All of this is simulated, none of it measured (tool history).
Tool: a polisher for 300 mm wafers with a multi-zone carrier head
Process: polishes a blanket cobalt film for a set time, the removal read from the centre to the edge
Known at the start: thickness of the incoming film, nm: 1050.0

run,day,flow of slurry (ml/min),pressure of the head's centre zone,pressure of the head's middle zone,pressure of the head's edge zone,polishing time (s),film removed at the wafer's centre (Å),film removed at mid-radius (Å),film removed at the wafer's edge (Å)
1,0.000,160,1.00,1.00,1.00,46,2654.3,2840.6,2822.4
2,0.329,160,1.00,1.00,1.08,46,2565.2,2859.1,2966.5
3,0.554,150,0.97,0.98,1.03,41,2260.8,2505.4,2552.5
4,0.800,140,0.94,0.96,1.00,37,1916.7,2172.1,2235.1
# day 0.962: centre zone pressure recalibrated
5,0.962,135,0.92,0.95,0.96,35,1918.8,2036.3,2099.1
6,1.267,130,0.90,0.96,0.95,33,1737.1,1926.1,1951.1
7,1.617,125,0.88,0.96,0.93,32,1679.6,1843.4,1859.3
8,1.729,120,0.86,0.96,0.92,31,1549.1,1763.4,1820.1

The next listed run, before its measurement:
9,1.762,115,0.85,0.96,0.90,30,?,?,?

{"run 9": {"film removed at the wafer's centre (Å)": 1461.7, "film removed at mid-radius (Å)": 1679.0, "film removed at the wafer's edge (Å)": 1689.2}}
